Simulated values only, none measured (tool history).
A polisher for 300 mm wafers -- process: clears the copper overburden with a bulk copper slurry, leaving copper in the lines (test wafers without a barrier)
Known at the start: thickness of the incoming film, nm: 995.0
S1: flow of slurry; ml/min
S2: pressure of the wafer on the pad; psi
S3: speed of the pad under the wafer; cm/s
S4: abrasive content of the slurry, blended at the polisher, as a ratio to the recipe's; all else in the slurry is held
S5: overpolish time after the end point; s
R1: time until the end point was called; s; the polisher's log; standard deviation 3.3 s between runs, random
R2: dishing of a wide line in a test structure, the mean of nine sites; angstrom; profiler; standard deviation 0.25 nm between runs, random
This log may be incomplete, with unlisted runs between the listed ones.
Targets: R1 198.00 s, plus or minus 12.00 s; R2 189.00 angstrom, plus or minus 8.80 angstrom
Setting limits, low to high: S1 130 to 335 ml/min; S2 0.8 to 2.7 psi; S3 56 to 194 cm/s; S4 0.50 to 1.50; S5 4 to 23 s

| run | hour | S1 | S2 | S3 | S4 | S5 | R1 | R2 |
|---|---|---|---|---|---|---|---|---|
| 1 | 0.0 | 215 | 1.7 | 124 | 1.00 | 12 | 162.07 | 415.43 |
| 2 | 8.8 | 240 | 1.7 | 124 | 1.00 | 12 | 160.57 | 427.48 |
| 3 | 15.6 | 240 | 1.7 | 124 | 1.20 | 12 | 156.49 | 434.44 |
| 4 | 16.7 | 240 | 1.7 | 96 | 1.20 | 12 | 193.05 | 379.73 |
| 5 | 18.1 | 225 | 1.6 | 102 | 1.10 | 11 | 202.16 | 347.55 |
| 6 | 23.3 | 210 | 1.5 | 108 | 1.00 | 10 | 205.17 | 327.01 |
| 7 | 25.3 | 270 | 1.0 | 136 | 1.25 | 4 | 200.60 | 148.20 |
| 8 | 26.0 | 265 | 1.0 | 134 | 1.25 | 4 | 206.68 | 148.52 |
| 9 | 32.8 | 255 | 1.1 | 130 | 1.25 | 9 | 204.71 | 297.78 |
| 10 | 33.9 | 260 | 1.2 | 126 | 1.20 | 9 | 193.68 | 294.67 |
| 11 | 34.9 | 260 | 1.2 | 122 | 1.20 | 9 | 208.28 | 294.61 |
| 12 | 41.7 | 255 | 1.2 | 120 | 1.20 | 9 | 204.50 | 293.34 |
| 13 | 43.2 | 255 | 1.3 | 116 | 1.20 | 9 | 198.78 | 305.34 |
| 14 | 50.4 | 240 | 1.3 | 118 | 1.20 | 9 | 200.55 | 302.38 |
| 15 | 53.2 | 250 | 1.3 | 116 | 1.15 | 9 | 198.90 | 298.12 |
| 16 | 54.7 | 250 | 1.3 | 116 | 1.15 | 9 | 199.97 | 298.98 |
| 17 | 56.5 | 240 | 1.3 | 116 | 1.15 | 9 | 199.36 | 298.08 |
| 18 | 61.7 | 240 | 1.3 | 114 | 1.15 | 9 | 203.72 | 292.62 |
| 19 | 66.9 | 265 | 0.8 | 140 | 1.30 | 4 | 228.65 | 136.23 |
| 20 | 69.3 | 265 | 0.8 | 138 | 1.30 | 4 | 230.70 | 133.42 |
| 21 | 74.1 | 265 | 0.8 | 138 | 1.30 | 4 | 225.37 | 132.82 |
| 22 | 76.9 | 260 | 1.1 | 136 | 1.30 | 10 | 197.67 | 331.80 |
| 23 | 81.6 | 255 | 1.1 | 138 | 1.30 | 9 | 186.46 | 301.76 |
| 24 | 89.4 | 195 | 0.9 | 138 | 1.25 | 4 | 225.73 | 134.90 |
| 25 | 97.4 | 200 | 0.9 | 136 | 1.25 | 4 | 217.39 | 134.81 |
| 26 | 104.2 | 200 | 0.9 | 136 | 1.25 | 4 | 227.89 | 137.68 |
| 27 | 108.9 | 200 | 0.9 | 134 | 1.25 | 4 | 220.56 | 133.49 |

Which single option among these 5 for the next run brings every result within its allowed miss of target? Just one does.
| A | 113.6 | 280 | 1.0 | 118 | 1.30 | 5 | ? | ? |
| B | 113.6 | 245 | 1.0 | 142 | 1.20 | 5 | ? | ? |
| C | 113.6 | 190 | 1.0 | 142 | 1.45 | 7 | ? | ? |
| D | 113.6 | 225 | 1.0 | 128 | 1.15 | 5 | ? | ? |
| E | 113.6 | 190 | 0.8 | 138 | 1.25 | 6 | ? | ? |

| move | R1 | R2 |
|---|---|---|
| A | 223.61 | 164.10 |
| B | 194.68 | 184.57 |
| C | 190.81 | 246.22 |
| D | 218.26 | 167.54 |
| E | 234.83 | 182.39 |
A: nearer than the last run, and not there yet
B: every result lands within tolerance
C: takes the result that was furthest off past its target
D: nearer than the last run, and not there yet
E: puts the biggest miss on target and leaves a different result outside tolerance
Move B is the one to make.
